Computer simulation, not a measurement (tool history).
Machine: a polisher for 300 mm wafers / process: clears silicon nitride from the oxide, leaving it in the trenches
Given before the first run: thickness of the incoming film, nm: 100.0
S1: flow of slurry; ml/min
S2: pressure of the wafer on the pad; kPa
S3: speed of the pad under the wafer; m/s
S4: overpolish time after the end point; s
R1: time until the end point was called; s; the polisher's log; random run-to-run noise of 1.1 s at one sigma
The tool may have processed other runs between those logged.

| run | hour | S1 | S2 | S3 | S4 | R1 |
|---|---|---|---|---|---|---|
| 1 | 0.0 | 275 | 23.4 | 1.24 | 44 | 93.217 |
| 2 | 5.8 | 275 | 27.6 | 1.24 | 44 | 81.212 |
| 3 | 13.4 | 275 | 29.0 | 1.26 | 44 | 73.685 |
| 4 | 19.2 | 275 | 24.1 | 1.26 | 44 | 85.700 |
| 5 | 19.9 | 275 | 24.1 | 1.26 | 48 | 86.941 |
| 6 | 28.7 | 275 | 24.1 | 1.44 | 48 | 76.999 |

Forecast run 7:
|  | 33.7 | worn pad replaced by a new one |
| 7 | 33.7 | 275 | 24.8 | 1.44 | 48 | ? |

R1: 72.844 s

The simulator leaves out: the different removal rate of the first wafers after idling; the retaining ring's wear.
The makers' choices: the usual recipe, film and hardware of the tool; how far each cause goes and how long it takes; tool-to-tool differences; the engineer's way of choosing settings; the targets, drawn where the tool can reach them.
